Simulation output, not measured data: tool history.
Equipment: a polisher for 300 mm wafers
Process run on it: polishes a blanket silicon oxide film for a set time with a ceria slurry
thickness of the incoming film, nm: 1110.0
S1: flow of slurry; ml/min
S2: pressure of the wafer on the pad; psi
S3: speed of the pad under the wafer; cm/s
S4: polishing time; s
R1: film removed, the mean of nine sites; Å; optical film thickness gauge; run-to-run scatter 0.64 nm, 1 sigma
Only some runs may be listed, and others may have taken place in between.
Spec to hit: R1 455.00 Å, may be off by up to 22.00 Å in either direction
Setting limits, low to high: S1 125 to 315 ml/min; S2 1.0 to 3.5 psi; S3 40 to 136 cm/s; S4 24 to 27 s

run,hour,S1,S2,S3,S4,R1
1,0.0,205,2.2,88,27,705.04
2,6.5,205,2.0,88,27,636.39
3,7.9,205,2.0,104,27,728.17
4,16.1,205,2.4,104,27,896.42
5,18.3,180,2.4,104,27,852.03
6,20.4,180,2.6,104,27,952.71
7,28.4,175,2.3,102,27,808.38
8,31.5,175,2.0,102,27,706.38
9,40.3,175,1.8,102,27,663.70
10,48.2,175,1.6,100,27,558.65
11,49.4,175,1.5,100,27,533.86
12,51.8,175,1.4,100,27,505.41

Which single option among these 5 for the next run brings every result within its allowed miss of target? Just one does.
A,54.2,195,1.2,118,27,?
B,54.2,145,1.2,118,27,?
C,54.2,210,1.1,108,27,?
D,54.2,130,1.7,98,27,?
E,54.2,170,1.5,92,27,?

move,R1
A,510.21
B,484.52
C,439.21
D,547.18
E,485.47
A: the biggest miss grows against the last run
B: closes in on the targets versus the last run, not all within tolerance yet
C: every result lands within tolerance
D: the biggest miss grows against the last run
E: closes in on the targets versus the last run, not all within tolerance yet
The right move is C.

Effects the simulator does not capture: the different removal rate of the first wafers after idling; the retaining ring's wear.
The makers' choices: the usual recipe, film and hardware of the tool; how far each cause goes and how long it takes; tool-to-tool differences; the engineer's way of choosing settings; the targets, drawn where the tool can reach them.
